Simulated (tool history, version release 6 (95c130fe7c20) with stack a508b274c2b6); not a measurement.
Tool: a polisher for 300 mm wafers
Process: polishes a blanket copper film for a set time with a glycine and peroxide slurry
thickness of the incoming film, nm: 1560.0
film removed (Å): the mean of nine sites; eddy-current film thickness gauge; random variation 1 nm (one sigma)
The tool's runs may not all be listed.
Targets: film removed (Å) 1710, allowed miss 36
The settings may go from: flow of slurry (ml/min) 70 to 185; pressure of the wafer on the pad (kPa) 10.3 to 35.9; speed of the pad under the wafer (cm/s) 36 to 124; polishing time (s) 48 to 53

run,hour,flow of slurry (ml/min),pressure of the wafer on the pad (kPa),speed of the pad under the wafer (cm/s),polishing time (s),film removed (Å)
1,0,120,22.8,80,53,2377.8
2,6.8,120,20,80,53,2139.2
3,11.5,120,22.8,80,53,2353.9
4,17.9,115,21.4,80,53,2214.9
5,20.9,125,21.4,80,53,2272.2
6,22.2,125,21.4,98,53,2634.6
7,31.1,115,19.3,98,53,2363
8,33,105,17.9,98,53,2205.1
9,37.9,100,16.5,98,53,2039.9
10,45.8,95,15.9,98,53,1930.6
11,48.8,90,15.9,98,53,1927.1

5 next moves are on the table. One of them brings every result within its allowed miss. Which?
A,51.8,100,12.4,96,53,?
B,51.8,105,17.2,102,53,?
C,51.8,95,13.8,94,49,?
D,51.8,115,15.2,112,53,?
E,51.8,110,12.4,102,53,?

move,film removed (Å)
A,1611
B,2195.8
C,1567.8
D,2168
E,1718
A: takes the result that was furthest off past its target
B: further off than the last run
C: takes the result that was furthest off past its target
D: further off than the last run
E: meets every target
Move E is the one to make.

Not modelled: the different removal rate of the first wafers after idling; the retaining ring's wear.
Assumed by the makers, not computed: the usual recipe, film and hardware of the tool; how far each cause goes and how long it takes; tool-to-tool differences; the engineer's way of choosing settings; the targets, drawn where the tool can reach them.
